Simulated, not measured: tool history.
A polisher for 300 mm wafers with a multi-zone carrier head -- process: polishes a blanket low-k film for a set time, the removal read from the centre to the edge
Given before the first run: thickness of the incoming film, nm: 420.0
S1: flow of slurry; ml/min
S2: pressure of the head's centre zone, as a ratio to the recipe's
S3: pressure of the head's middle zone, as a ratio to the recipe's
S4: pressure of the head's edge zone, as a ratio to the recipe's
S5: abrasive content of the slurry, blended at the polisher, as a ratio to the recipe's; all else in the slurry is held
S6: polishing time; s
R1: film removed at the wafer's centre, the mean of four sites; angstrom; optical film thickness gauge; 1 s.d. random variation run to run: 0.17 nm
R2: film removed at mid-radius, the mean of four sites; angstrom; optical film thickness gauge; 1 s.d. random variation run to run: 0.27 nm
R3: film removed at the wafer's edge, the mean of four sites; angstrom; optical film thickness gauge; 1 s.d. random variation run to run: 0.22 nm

run	day	S1	S2	S3	S4	S5	S6	R1	R2	R3
1	0.000	280	1.00	1.00	1.00	1.00	39	177.24	170.92	169.54
2	0.354	290	1.03	1.03	1.03	1.05	39	183.33	174.91	175.39
3	0.488	295	1.05	1.05	1.03	1.10	39	190.59	176.75	178.57
4	0.517	300	1.06	1.08	1.02	1.15	39	196.11	184.34	179.68
5	0.817	305	1.07	1.10	1.02	1.20	39	199.47	193.42	182.54
6	0.871	310	1.08	1.11	1.03	1.25	39	203.71	193.10	182.82
7	0.892	310	1.08	1.11	1.04	1.30	39	207.24	202.35	190.44
8	1.192	310	1.09	1.11	1.04	1.30	39	209.93	200.94	186.91

What will run 9 give?
9	1.275	310	1.09	1.10	1.05	1.30	39	?	?	?

Run 9 produced R1 207.88 angstrom, R2 199.94 angstrom, R3 189.60 angstrom.
